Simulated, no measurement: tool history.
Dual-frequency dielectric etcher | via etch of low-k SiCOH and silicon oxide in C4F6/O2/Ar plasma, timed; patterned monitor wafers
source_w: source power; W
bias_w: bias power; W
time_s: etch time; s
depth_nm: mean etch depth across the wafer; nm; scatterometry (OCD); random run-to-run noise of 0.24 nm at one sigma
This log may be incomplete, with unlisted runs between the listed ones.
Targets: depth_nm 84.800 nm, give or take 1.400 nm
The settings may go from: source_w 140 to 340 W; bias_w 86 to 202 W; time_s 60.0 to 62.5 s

run    day  source_w  bias_w  time_s  depth_nm
  1  0.000       240     144    60.0    91.797
  2  0.225       240     167    60.0    95.477
  3  0.596       220     165    60.0    91.897
  4  0.954       240     165    60.0    96.088
  5  1.067       230     164    60.0    94.013
     1.429  -- wet clean of the chamber
  6  1.429       250     164    60.0   101.190
  7  1.571       250     164    60.0   101.690
  8  1.796       240     164    60.0    98.867
  9  2.025       230     164    60.0    97.721
 10  2.288       230     164    60.0    97.515
 11  2.333       210     162    60.0    92.545
 12  2.388       200     161    60.0    90.496
 13  2.454       190     160    60.0    87.920

Of the 4 settings listed for the next run, only one would bring every result within its allowed miss of target. Which one?
  A  2.521       170     151    62.0         ?
  B  2.521       210     122    62.0         ?
  C  2.521       180     161    62.0         ?
  D  2.521       190     156    60.0         ?

move  depth_nm
   A    84.934
   B    88.800
   C    89.057
   D    87.689
A: all results land within tolerance of their targets
B: lands further from the targets than the last run did
C: lands further from the targets than the last run did
D: closes in on the targets versus the last run, not all within tolerance yet
The right move is A.

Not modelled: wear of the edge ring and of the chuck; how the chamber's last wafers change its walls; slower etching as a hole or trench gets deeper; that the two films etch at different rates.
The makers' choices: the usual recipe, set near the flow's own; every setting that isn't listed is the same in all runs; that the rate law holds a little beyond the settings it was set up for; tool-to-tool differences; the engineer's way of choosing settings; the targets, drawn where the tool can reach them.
